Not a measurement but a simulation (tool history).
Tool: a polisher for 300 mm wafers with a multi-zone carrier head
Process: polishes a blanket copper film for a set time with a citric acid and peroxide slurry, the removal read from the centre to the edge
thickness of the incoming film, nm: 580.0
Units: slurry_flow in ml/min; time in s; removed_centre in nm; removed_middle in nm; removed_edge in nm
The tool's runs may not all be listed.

run 1 hour=0.0 | slurry_flow=315 centre_zone=1.00 middle_zone=1.00 edge_zone=1.00 slurry_solids=1.00 time=61 | removed_centre=92.134 removed_middle=92.461 removed_edge=92.932
run 2 hour=2.0 | slurry_flow=320 centre_zone=1.02 middle_zone=0.98 edge_zone=0.95 slurry_solids=0.85 time=58 | removed_centre=85.430 removed_middle=82.579 removed_edge=83.113
run 3 hour=7.0 | slurry_flow=320 centre_zone=1.04 middle_zone=0.97 edge_zone=0.91 slurry_solids=0.75 time=56 | removed_centre=80.058 removed_middle=75.354 removed_edge=74.632
run 4 hour=8.7 | slurry_flow=320 centre_zone=0.97 middle_zone=0.97 edge_zone=0.91 slurry_solids=0.75 time=56 | removed_centre=76.055 removed_middle=76.364 removed_edge=75.458
run 5 hour=14.0 | slurry_flow=310 centre_zone=1.00 middle_zone=0.96 edge_zone=0.88 slurry_solids=0.70 time=56 | removed_centre=76.072 removed_middle=73.642 removed_edge=70.227
run 6 hour=15.8 | slurry_flow=290 centre_zone=1.01 middle_zone=0.94 edge_zone=0.87 slurry_solids=0.70 time=56 | removed_centre=75.745 removed_middle=71.438 removed_edge=70.308

Run 7 comes next. What will it give?
run 7 hour=19.8 | slurry_flow=280 centre_zone=1.02 middle_zone=0.93 edge_zone=0.85 slurry_solids=0.70 time=56 | removed_centre=? removed_middle=? removed_edge=?

{"run 7": {"removed_centre": 76.273, "removed_middle": 70.689, "removed_edge": 71.047}}
